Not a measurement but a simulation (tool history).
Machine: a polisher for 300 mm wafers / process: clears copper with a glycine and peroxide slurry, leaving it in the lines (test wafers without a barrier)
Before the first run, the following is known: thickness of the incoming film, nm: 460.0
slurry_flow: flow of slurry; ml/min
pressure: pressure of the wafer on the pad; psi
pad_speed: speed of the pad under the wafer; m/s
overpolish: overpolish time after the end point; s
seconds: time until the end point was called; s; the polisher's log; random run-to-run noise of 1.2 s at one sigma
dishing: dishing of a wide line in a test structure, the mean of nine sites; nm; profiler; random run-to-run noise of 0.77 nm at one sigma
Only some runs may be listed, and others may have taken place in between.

run  hour  slurry_flow  pressure  pad_speed  overpolish  seconds  dishing
  1     0          295       3.2       1.08          11     80.7   33.329
  2   2.9          295       3.2       1.08           8    80.23   26.688
  3   5.9          295       3.2       1.18           8    75.67   28.344
  4  13.9          245       3.2       1.18           8   74.046   28.243
  5  17.5          245       3.9       1.18           8    64.47   32.729
  6  21.6          245       3.9       1.18           6   65.166   24.342
  7  27.1          245       3.6       1.18           7   68.593   26.939
     29.3  -- head pressure recalibrated
  8  29.3          245       3.4       1.18           8   65.394   31.043
  9  30.4          225       2.5       0.88          13   109.56   30.886
 10  32.6          225       2.7       0.88          14    104.2   35.267

The next listed run, before its measurement:
 11  38.9          225       2.8       0.88          14        ?        ?

seconds: 99.253 s
dishing: 34.164 nm
